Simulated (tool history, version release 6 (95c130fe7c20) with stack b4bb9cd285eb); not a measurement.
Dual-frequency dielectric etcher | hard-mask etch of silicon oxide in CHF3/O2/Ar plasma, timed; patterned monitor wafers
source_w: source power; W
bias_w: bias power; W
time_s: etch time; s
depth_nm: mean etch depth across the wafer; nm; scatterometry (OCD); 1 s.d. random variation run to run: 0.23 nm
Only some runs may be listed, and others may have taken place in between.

{"run": 1, "day": 0.0, "source_w": 790, "bias_w": 220, "time_s": 22, "depth_nm": 56.267}
{"run": 2, "day": 0.317, "source_w": 790, "bias_w": 203, "time_s": 22, "depth_nm": 54.059}
{"run": 3, "day": 0.454, "source_w": 710, "bias_w": 197, "time_s": 22, "depth_nm": 50.959}
{"run": 4, "day": 0.658, "source_w": 660, "bias_w": 195, "time_s": 22, "depth_nm": 48.002}
{"run": 5, "day": 0.762, "source_w": 660, "bias_w": 233, "time_s": 22, "depth_nm": 52.296}
{"run": 6, "day": 0.9, "source_w": 610, "bias_w": 230, "time_s": 22, "depth_nm": 50.147}
{"run": 7, "day": 0.962, "source_w": 570, "bias_w": 228, "time_s": 22, "depth_nm": 47.77}
{"run": 8, "day": 1.333, "source_w": 570, "bias_w": 228, "time_s": 22, "depth_nm": 48.004}
{"run": 9, "day": 1.675, "source_w": 550, "bias_w": 227, "time_s": 22, "depth_nm": 46.419}

Run 10, settings as shown, results not yet in. Your forecast:
{"run": 10, "day": 2.038, "source_w": 540, "bias_w": 227, "time_s": 22, "depth_nm": "?"}

{"run 10": {"depth_nm": 46.616}}
